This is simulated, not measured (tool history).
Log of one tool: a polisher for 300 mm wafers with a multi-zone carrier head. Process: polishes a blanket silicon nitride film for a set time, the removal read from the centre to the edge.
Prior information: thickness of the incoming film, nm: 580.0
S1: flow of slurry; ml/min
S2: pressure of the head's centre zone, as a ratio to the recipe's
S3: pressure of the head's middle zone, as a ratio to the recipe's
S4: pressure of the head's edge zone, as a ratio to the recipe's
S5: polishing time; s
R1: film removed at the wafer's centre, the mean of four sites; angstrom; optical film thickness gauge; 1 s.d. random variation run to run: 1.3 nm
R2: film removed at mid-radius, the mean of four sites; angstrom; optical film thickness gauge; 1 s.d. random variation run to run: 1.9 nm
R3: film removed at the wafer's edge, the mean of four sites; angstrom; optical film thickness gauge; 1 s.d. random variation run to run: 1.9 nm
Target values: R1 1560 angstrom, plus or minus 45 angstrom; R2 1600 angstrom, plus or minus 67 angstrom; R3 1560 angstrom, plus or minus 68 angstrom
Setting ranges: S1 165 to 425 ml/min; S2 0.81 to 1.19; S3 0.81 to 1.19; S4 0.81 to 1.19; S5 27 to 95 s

run    day   S1    S2    S3    S4  S5      R1      R2      R3
  1      0  275     1     1     1  61  1300.5  1301.4  1295.8
  2  0.133  325     1     1     1  61  1333.9  1315.8  1298.2
  3  0.254  315  1.01  1.02  1.03  63  1381.1  1434.9  1388.8
  4  0.279  315  0.96  1.02  1.03  63  1300.9  1411.8  1363.3
  5  0.621  315  0.96  0.95  1.03  63  1295.4  1329.3  1379.8
  6  0.821  315  0.96  0.98  1.03  63  1321.3  1368.7  1347.3
  7  0.858  315  0.96  0.98  1.03  63  1320.9  1347.2  1364.8
  8  1.096  320     1     1  1.06  64  1413.7  1405.9  1409.8

Consider the 4 candidate settings below. Which is the only one whose results all fall within their allowed miss of target?
  A  1.333  210  1.04  1.05  1.07  73   ?   ?   ?
  B  1.333  310  0.89  1.05  1.11  76   ?   ?   ?
  C  1.333  260  0.95  0.97  0.99  82   ?   ?   ?
  D  1.333  260  0.94  0.96  1.08  81   ?   ?   ?

move      R1      R2      R3
   A  1553.8  1585.9  1542.9
   B  1454.4  1729.6  1691.4
   C  1641.3  1713.1  1709.6
   D    1604  1677.4    1757
A: hits every target within its allowed miss
B: an improvement on the last run, though not all results are within tolerance
C: takes the biggest miss from the last run beyond its target
D: meets the target for the result that was furthest off, but another lies outside its allowed miss
Go with A: it meets all targets.
